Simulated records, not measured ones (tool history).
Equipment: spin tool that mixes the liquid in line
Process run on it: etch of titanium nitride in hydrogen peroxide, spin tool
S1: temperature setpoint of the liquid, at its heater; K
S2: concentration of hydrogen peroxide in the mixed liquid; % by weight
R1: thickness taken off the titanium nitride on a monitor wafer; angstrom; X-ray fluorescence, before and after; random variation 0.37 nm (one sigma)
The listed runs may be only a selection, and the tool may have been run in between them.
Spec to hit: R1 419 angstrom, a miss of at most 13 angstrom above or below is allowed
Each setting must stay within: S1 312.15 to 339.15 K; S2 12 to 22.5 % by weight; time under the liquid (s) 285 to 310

{"run": 1, "hour": 0.0, "S1": 328.15, "S2": 15.5, "time under the liquid (s)": 285, "R1": 197.17}
{"run": 2, "hour": 2.1, "S1": 323.15, "S2": 15.5, "time under the liquid (s)": 285, "R1": 137.38}
{"run": 3, "hour": 5.1, "S1": 326.65, "S2": 15.5, "time under the liquid (s)": 285, "R1": 173.61}
{"run": 4, "hour": 6.8, "S1": 326.65, "S2": 16.5, "time under the liquid (s)": 285, "R1": 177.85}
{"run": 5, "hour": 8.0, "S1": 330.65, "S2": 16.5, "time under the liquid (s)": 285, "R1": 238.03}
{"run": 6, "hour": 13.0, "S1": 330.65, "S2": 16.5, "time under the liquid (s)": 285, "R1": 236.41}
{"run": 7, "hour": 15.2, "S1": 333.15, "S2": 16.5, "time under the liquid (s)": 285, "R1": 282.32}
{"run": 8, "hour": 19.4, "S1": 335.15, "S2": 16.5, "time under the liquid (s)": 285, "R1": 319.76}
{"run": 9, "hour": 24.1, "S1": 336.65, "S2": 16.5, "time under the liquid (s)": 285, "R1": 357.76}
{"run": 10, "hour": 28.2, "S1": 337.65, "S2": 16.5, "time under the liquid (s)": 285, "R1": 382.83}
{"run": 11, "hour": 32.5, "S1": 338.15, "S2": 16.5, "time under the liquid (s)": 285, "R1": 393.05}
{"run": 12, "hour": 39.8, "S1": 338.65, "S2": 16.5, "time under the liquid (s)": 285, "R1": 402.81}
{"run": 13, "hour": 43.0, "S1": 338.65, "S2": 16.5, "time under the liquid (s)": 285, "R1": 408.71}

Which one of the following 4 next-run settings gets every result inside its allowed miss? There is exactly one.
{"run": "A", "hour": 46.2, "S1": 337.65, "S2": 17.5, "time under the liquid (s)": 295, "R1": "?"}
{"run": "B", "hour": 46.2, "S1": 338.15, "S2": 18, "time under the liquid (s)": 300, "R1": "?"}
{"run": "C", "hour": 46.2, "S1": 337.65, "S2": 17, "time under the liquid (s)": 285, "R1": "?"}
{"run": "D", "hour": 46.2, "S1": 337.65, "S2": 16.5, "time under the liquid (s)": 295, "R1": "?"}

move=A R1=398.82
move=B R1=421.72
move=C R1=382.94
move=D R1=393.87
A: misses by more than the last run did
B: each result inside its tolerance
C: misses by more than the last run did
D: misses by more than the last run did
Go with B: it meets all targets.
